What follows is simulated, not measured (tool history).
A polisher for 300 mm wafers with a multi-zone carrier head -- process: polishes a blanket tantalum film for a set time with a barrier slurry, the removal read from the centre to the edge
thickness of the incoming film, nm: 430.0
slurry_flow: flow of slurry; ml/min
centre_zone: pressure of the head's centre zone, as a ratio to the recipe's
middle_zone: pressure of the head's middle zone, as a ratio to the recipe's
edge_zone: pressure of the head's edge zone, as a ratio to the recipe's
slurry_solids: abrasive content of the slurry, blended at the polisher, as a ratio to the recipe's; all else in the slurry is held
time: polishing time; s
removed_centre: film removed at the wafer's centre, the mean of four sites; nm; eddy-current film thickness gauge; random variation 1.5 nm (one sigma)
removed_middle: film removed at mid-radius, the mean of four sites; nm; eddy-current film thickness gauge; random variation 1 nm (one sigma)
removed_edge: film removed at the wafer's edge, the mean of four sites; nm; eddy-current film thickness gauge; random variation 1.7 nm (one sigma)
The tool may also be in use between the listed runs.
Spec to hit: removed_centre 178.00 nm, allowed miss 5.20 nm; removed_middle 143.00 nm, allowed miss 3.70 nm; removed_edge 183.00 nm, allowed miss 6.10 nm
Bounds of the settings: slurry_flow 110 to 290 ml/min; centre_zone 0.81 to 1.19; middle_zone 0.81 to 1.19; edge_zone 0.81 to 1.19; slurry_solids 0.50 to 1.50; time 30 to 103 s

Run 1, hour 0.0: slurry_flow 185 ml/min, centre_zone 1.00, middle_zone 1.00, edge_zone 1.00, slurry_solids 1.00, time 66 s. Result: removed_centre 125.15 nm, removed_middle 124.22 nm, removed_edge 124.65 nm.
Run 2, hour 4.9: slurry_flow 190 ml/min, centre_zone 1.01, middle_zone 0.98, edge_zone 1.03, slurry_solids 1.05, time 67 s. Result: removed_centre 131.16 nm, removed_middle 126.73 nm, removed_edge 131.45 nm.
Run 3, hour 11.0: slurry_flow 195 ml/min, centre_zone 1.02, middle_zone 0.96, edge_zone 1.05, slurry_solids 1.10, time 68 s. Result: removed_centre 138.13 nm, removed_middle 129.73 nm, removed_edge 138.25 nm.
Run 4, hour 13.9: slurry_flow 200 ml/min, centre_zone 1.03, middle_zone 0.94, edge_zone 1.07, slurry_solids 1.15, time 68 s. Result: removed_centre 142.03 nm, removed_middle 128.15 nm, removed_edge 142.89 nm.
Run 5, hour 19.4: slurry_flow 200 ml/min, centre_zone 1.03, middle_zone 0.94, edge_zone 1.07, slurry_solids 1.15, time 79 s. Result: removed_centre 164.92 nm, removed_middle 149.40 nm, removed_edge 165.29 nm.
Run 6, hour 23.6: slurry_flow 205 ml/min, centre_zone 1.04, middle_zone 0.93, edge_zone 1.09, slurry_solids 1.15, time 79 s. Result: removed_centre 167.89 nm, removed_middle 148.76 nm, removed_edge 170.01 nm.
Run 7, hour 26.3: slurry_flow 205 ml/min, centre_zone 1.04, middle_zone 0.92, edge_zone 1.10, slurry_solids 1.15, time 79 s. Result: removed_centre 166.27 nm, removed_middle 147.29 nm, removed_edge 167.85 nm.
Run 8, hour 32.1: slurry_flow 210 ml/min, centre_zone 1.04, middle_zone 0.91, edge_zone 1.11, slurry_solids 1.15, time 79 s. Result: removed_centre 169.75 nm, removed_middle 147.02 nm, removed_edge 173.07 nm.
Run 9, hour 32.9: slurry_flow 230 ml/min, centre_zone 1.06, middle_zone 0.85, edge_zone 1.16, slurry_solids 1.15, time 79 s. Result: removed_centre 172.70 nm, removed_middle 140.90 nm, removed_edge 177.34 nm.

Which one of the following 5 next-run settings gets every result inside its allowed miss? There is exactly one.
Run A, hour 33.7: slurry_flow 230 ml/min, centre_zone 1.10, middle_zone 0.87, edge_zone 1.13, slurry_solids 1.10, time 80 s. Result: removed_centre ?, removed_middle ?, removed_edge ?.
Run B, hour 33.7: slurry_flow 250 ml/min, centre_zone 1.03, middle_zone 0.81, edge_zone 1.12, slurry_solids 1.05, time 86 s. Result: removed_centre ?, removed_middle ?, removed_edge ?.
Run C, hour 33.7: slurry_flow 205 ml/min, centre_zone 0.90, middle_zone 0.81, edge_zone 1.19, slurry_solids 1.20, time 83 s. Result: removed_centre ?, removed_middle ?, removed_edge ?.
Run D, hour 33.7: slurry_flow 250 ml/min, centre_zone 1.11, middle_zone 0.88, edge_zone 1.13, slurry_solids 1.30, time 74 s. Result: removed_centre ?, removed_middle ?, removed_edge ?.
Run E, hour 33.7: slurry_flow 210 ml/min, centre_zone 0.99, middle_zone 0.85, edge_zone 1.16, slurry_solids 1.15, time 88 s. Result: removed_centre ?, removed_middle ?, removed_edge ?.

move  removed_centre  removed_middle  removed_edge
   A          178.12          142.14        174.02
   B          179.83          143.22        184.69
   C          157.16          140.99        188.78
   D          177.21          141.45        171.09
   E          179.03          153.86        195.21
A: puts the biggest miss on target and leaves a different result outside tolerance
B: each result inside its tolerance
C: moves away from the targets compared with the last run
D: puts the biggest miss on target and leaves a different result outside tolerance
E: puts the biggest miss on target and leaves a different result outside tolerance
The right move is B.

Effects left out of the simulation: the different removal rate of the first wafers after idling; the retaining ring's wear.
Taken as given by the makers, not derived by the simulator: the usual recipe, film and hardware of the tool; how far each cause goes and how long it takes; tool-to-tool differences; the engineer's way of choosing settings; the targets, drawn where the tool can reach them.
